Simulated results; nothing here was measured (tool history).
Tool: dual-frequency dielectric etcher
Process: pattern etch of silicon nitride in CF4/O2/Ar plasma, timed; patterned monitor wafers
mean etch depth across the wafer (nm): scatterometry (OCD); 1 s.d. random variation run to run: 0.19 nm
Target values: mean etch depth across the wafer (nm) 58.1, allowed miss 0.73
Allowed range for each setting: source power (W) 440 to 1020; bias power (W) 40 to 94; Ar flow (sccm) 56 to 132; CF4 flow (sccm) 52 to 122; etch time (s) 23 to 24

run,hour,source power (W),bias power (W),Ar flow (sccm),CF4 flow (sccm),etch time (s),mean etch depth across the wafer (nm)
1,0,730,67,94,87,23,67.918
2,4.1,710,67,94,87,23,65.642
3,8.8,700,67,94,87,23,65.214
4,15.4,700,67,79,87,23,66.09
5,19,690,67,79,87,23,65.32
6,23.9,680,67,79,87,23,64.509
7,26.1,670,67,79,87,23,63.666
8,31.9,660,67,79,87,23,63.288
9,38.9,650,67,79,87,23,61.673
10,39.6,640,67,79,87,23,61.361
11,45.5,630,67,79,87,23,59.924

Which single option among these 5 for the next run brings every result within its allowed miss of target? Just one does.
A,51.4,620,66,81,88,23.5,?
B,51.4,610,71,94,122,23,?
C,51.4,570,69,82,98,23,?
D,51.4,600,65,91,87,23,?
E,51.4,570,69,83,87,24,?

move,mean etch depth across the wafer (nm)
A,60.396
B,60.295
C,56.002
D,56.41
E,57.775
A: the biggest miss grows against the last run
B: the biggest miss grows against the last run
C: carries the result that was furthest off beyond its target, to the other side
D: carries the result that was furthest off beyond its target, to the other side
E: all results land within tolerance of their targets
E meets every target.
